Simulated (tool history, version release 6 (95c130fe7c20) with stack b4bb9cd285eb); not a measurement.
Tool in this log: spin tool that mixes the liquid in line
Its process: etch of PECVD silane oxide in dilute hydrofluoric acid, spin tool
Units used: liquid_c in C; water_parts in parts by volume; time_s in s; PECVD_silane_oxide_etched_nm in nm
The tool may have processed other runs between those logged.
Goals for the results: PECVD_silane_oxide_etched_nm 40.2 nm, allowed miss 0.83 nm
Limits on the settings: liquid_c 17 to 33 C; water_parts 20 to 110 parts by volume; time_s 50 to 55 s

{"run": 1, "day": 0.0, "liquid_c": 25, "water_parts": 60, "time_s": 50, "PECVD_silane_oxide_etched_nm": 23.671}
{"run": 2, "day": 0.183, "liquid_c": 23, "water_parts": 60, "time_s": 50, "PECVD_silane_oxide_etched_nm": 21.806}
{"run": 3, "day": 0.212, "liquid_c": 23, "water_parts": 60, "time_s": 50, "PECVD_silane_oxide_etched_nm": 21.994}
{"run": 4, "day": 0.438, "liquid_c": 23, "water_parts": 75, "time_s": 50, "PECVD_silane_oxide_etched_nm": 17.298}
{"run": 5, "day": 0.571, "liquid_c": 25.5, "water_parts": 65, "time_s": 50, "PECVD_silane_oxide_etched_nm": 22.225}
{"run": 6, "day": 0.871, "liquid_c": 27.5, "water_parts": 60, "time_s": 50, "PECVD_silane_oxide_etched_nm": 26.294}
{"run": 7, "day": 1.133, "liquid_c": 29, "water_parts": 55, "time_s": 50, "PECVD_silane_oxide_etched_nm": 30.962}
{"run": 8, "day": 1.438, "liquid_c": 30, "water_parts": 55, "time_s": 50, "PECVD_silane_oxide_etched_nm": 31.889}

Exactly one of the 4 candidate moves below puts every result within its allowed miss. Which one?
{"run": "A", "day": 1.742, "liquid_c": 33, "water_parts": 60, "time_s": 55, "PECVD_silane_oxide_etched_nm": "?"}
{"run": "B", "day": 1.742, "liquid_c": 30.5, "water_parts": 45, "time_s": 50, "PECVD_silane_oxide_etched_nm": "?"}
{"run": "C", "day": 1.742, "liquid_c": 27.5, "water_parts": 55, "time_s": 50, "PECVD_silane_oxide_etched_nm": "?"}
{"run": "D", "day": 1.742, "liquid_c": 29.5, "water_parts": 55, "time_s": 55, "PECVD_silane_oxide_etched_nm": "?"}

move=A PECVD_silane_oxide_etched_nm=36.029
move=B PECVD_silane_oxide_etched_nm=40.616
move=C PECVD_silane_oxide_etched_nm=29.073
move=D PECVD_silane_oxide_etched_nm=34.611
A: an improvement on the last run, though not all results are within tolerance
B: all results in spec
C: misses by more than the last run did
D: an improvement on the last run, though not all results are within tolerance
So the answer is move B, the one that meets all the targets.
